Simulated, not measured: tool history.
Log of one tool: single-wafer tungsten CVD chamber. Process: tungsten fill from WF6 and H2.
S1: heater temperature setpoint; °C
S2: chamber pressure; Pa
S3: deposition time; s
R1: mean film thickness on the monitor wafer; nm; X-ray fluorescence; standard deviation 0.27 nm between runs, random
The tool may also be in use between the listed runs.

run,hour,S1,S2,S3,R1
1,0,380,4133,28,67.308
2,1,380,4133,28.9,69.754
3,3.1,380,3493,28.9,64.119
4,4.9,380,4106,28.9,69.421
5,10.4,380,4106,28.9,69.918
6,18.8,381,4106,28.9,71.109
7,24.7,382,4106,28.9,72.732
8,33.6,383,4106,28.9,74.176
# hour 41.1: thermocouple changed; heater temperature recalibrated
9,41.1,384,4106,28.9,66.738
10,42.7,384,4106,28.9,66.433
11,48.6,396,4146,28.9,86.614

Expected results for the next run?
12,54.3,395,4146,28.9,?

R1: 84.83 nm
